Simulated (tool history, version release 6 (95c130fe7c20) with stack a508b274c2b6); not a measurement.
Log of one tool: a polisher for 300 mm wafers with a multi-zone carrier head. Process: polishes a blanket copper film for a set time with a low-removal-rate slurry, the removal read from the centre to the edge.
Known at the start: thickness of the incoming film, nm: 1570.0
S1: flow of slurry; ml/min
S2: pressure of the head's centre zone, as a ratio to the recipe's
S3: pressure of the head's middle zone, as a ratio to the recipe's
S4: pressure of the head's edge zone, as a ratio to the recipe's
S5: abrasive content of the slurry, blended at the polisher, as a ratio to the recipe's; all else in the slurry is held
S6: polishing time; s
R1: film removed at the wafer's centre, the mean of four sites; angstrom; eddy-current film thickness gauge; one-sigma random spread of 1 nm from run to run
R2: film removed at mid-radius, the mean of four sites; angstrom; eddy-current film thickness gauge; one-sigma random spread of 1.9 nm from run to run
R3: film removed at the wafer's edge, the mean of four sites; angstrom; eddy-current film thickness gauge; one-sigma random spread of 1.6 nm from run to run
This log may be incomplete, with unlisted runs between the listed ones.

run  hour   S1    S2    S3    S4    S5  S6      R1      R2      R3
  1     0  120     1     1     1     1  58  1741.6    1772  1777.1
  2   1.6  120     1     1  1.07     1  58  1709.4    1732  1860.2
  3   6.7  120     1     1  1.07   1.2  58  1832.6    1829  1955.4
  4   7.2  110  0.95     1  1.07   1.1  58    1632  1785.5  1829.1
  5  13.3  100  0.92  0.98  1.09  1.05  58  1511.7  1682.2    1808
  6  15.4   95  0.89  0.97  1.09     1  58  1418.4  1603.5  1808.3
  7  22.6   90  0.87  0.98  1.08  0.95  58  1331.8  1568.8  1752.4
  8  29.9   90  0.87  0.98  1.08  0.95  58  1324.5  1569.1    1737
  9  33.7   85  0.86  0.98  1.07  0.95  58  1273.4  1515.4  1666.8
 10  41.3   80  0.85  0.99  1.07  0.95  58  1213.1  1495.3  1635.9
 11    42   80  0.85     1  1.07  0.95  58    1235  1519.4  1693.2

Run 12 has not been measured yet. What should we expect?
 12  48.4  80  0.85  1.01  1.06  0.95  58   ?   ?   ?

{"run 12": {"R1": 1234.5, "R2": 1543.9, "R3": 1667.7}}
